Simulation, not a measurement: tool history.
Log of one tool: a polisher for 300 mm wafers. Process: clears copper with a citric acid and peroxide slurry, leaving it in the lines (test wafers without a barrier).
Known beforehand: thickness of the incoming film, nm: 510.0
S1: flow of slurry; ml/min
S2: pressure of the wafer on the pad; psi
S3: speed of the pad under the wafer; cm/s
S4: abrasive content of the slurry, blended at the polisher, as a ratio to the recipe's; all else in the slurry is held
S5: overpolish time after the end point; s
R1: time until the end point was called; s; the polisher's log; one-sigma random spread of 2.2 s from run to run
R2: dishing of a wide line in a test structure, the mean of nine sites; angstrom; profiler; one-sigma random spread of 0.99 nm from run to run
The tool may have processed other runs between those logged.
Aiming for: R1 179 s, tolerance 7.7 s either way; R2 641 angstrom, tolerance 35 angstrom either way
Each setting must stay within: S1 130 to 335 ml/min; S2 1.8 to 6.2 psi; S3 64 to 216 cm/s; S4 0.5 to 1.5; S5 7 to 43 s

run    day   S1   S2   S3  S4  S5      R1      R2
  1      0  215    4  140   1  22  179.22  440.64
  2  0.288  215    4  140   1  29  176.72  555.01
  3  0.542  215    4  140   1  31  177.69  594.16
  4  0.725  215    4  140   1  32  175.23  610.52
  5  1.067  215  4.9  140   1  32  146.26  687.75
  6  1.108  215  4.9  162   1  32  126.35  765.08
  7  1.133  215  4.4  160   1  33  141.97  727.13
  8  1.212  215    4  160   1  33  155.71  671.83
  9  1.338  215  3.8  160   1  34  162.35  680.62
 10  1.538  215  3.7  160   1  34   162.2  666.02

Which one of the following 5 next-run settings gets every result inside its allowed miss? There is exactly one.
  A  1.738  180  4.2  152  0.95  33   ?   ?
  B  1.738  245  4.1  184   0.8  27   ?   ?
  C  1.738  255  3.8  188  1.15  31   ?   ?
  D  1.738  250  3.8  140   1.2  36   ?   ?
  E  1.738  225  4.6  120     1  40   ?   ?

move      R1      R2
   A  161.29  645.26
   B  133.83  637.13
   C  133.58  702.34
   D  177.33   637.1
   E   179.4  692.87
A: further off than the last run
B: further off than the last run
C: further off than the last run
D: in spec on every target
E: puts the biggest miss on target and leaves a different result outside tolerance
The right move is D.
